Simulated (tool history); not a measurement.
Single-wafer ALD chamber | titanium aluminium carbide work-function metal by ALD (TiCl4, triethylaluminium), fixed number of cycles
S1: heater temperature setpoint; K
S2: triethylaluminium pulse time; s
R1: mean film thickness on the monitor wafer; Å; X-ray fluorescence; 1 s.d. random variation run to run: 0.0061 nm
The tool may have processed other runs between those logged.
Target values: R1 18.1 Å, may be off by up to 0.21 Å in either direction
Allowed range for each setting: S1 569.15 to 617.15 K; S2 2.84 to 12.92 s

Run 1, hour 0: S1 593.15 K, S2 7.88 s. Result: R1 21.761 Å.
Run 2, hour 6.5: S1 593.15 K, S2 9.92 s. Result: R1 22.307 Å.
Run 3, hour 8.3: S1 588.15 K, S2 9.92 s. Result: R1 21.824 Å.
Run 4, hour 13.1: S1 582.15 K, S2 7.94 s. Result: R1 20.647 Å.
Run 5, hour 19.1: S1 589.15 K, S2 7.94 s. Result: R1 21.406 Å.
Run 6, hour 20.4: S1 589.15 K, S2 8.76 s. Result: R1 21.629 Å.
Run 7, hour 23.1: S1 583.15 K, S2 6.99 s. Result: R1 20.251 Å.
Run 8, hour 31.2: S1 579.15 K, S2 6.34 s. Result: R1 19.579 Å.
Run 9, hour 38.1: S1 576.15 K, S2 5.92 s. Result: R1 19.022 Å.
Run 10, hour 43.8: S1 574.15 K, S2 5.72 s. Result: R1 18.71 Å.
Run 11, hour 45.7: S1 573.15 K, S2 5.62 s. Result: R1 18.517 Å.
Run 12, hour 52.9: S1 572.15 K, S2 5.6 s. Result: R1 18.497 Å.

Which single option among these 5 for the next run brings every result within its allowed miss of target? Just one does.
Run A, hour 60.1: S1 572.15 K, S2 5.19 s. Result: R1 ?.
Run B, hour 60.1: S1 571.15 K, S2 6.06 s. Result: R1 ?.
Run C, hour 60.1: S1 571.15 K, S2 4.53 s. Result: R1 ?.
Run D, hour 60.1: S1 569.15 K, S2 4.97 s. Result: R1 ?.
Run E, hour 60.1: S1 575.15 K, S2 6.05 s. Result: R1 ?.

move      R1
   A  18.193
   B  18.675
   C   17.57
   D  17.754
   E  19.046
A: each result inside its tolerance
B: lands further from the targets than the last run did
C: moves the result that the last run missed by most past its target, out the other side
D: moves the result that the last run missed by most past its target, out the other side
E: lands further from the targets than the last run did
So the answer is move A, the one that meets all the targets.
